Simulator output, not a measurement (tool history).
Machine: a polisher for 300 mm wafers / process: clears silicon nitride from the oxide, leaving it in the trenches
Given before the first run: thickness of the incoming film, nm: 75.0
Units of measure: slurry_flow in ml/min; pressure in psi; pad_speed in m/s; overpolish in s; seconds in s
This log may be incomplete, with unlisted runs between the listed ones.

{"run": 1, "hour": 0.0, "slurry_flow": 145, "pressure": 1.8, "pad_speed": 1.04, "overpolish": 4, "seconds": 100.6}
{"run": 2, "hour": 8.9, "slurry_flow": 145, "pressure": 2.1, "pad_speed": 1.04, "overpolish": 4, "seconds": 90.4}
{"run": 3, "hour": 10.7, "slurry_flow": 145, "pressure": 2.3, "pad_speed": 1.04, "overpolish": 4, "seconds": 82.197}
{"run": 4, "hour": 17.5, "slurry_flow": 145, "pressure": 2.6, "pad_speed": 1.04, "overpolish": 4, "seconds": 75.21}
{"run": 5, "hour": 25.9, "slurry_flow": 145, "pressure": 2.3, "pad_speed": 0.98, "overpolish": 4, "seconds": 91.694}
{"run": 6, "hour": 33.0, "slurry_flow": 145, "pressure": 2.6, "pad_speed": 0.98, "overpolish": 4, "seconds": 80.012}

Run 7 is up next; what results do you expect?
{"run": 7, "hour": 40.3, "slurry_flow": 145, "pressure": 2.3, "pad_speed": 0.94, "overpolish": 4, "seconds": "?"}

seconds: 92.359 s
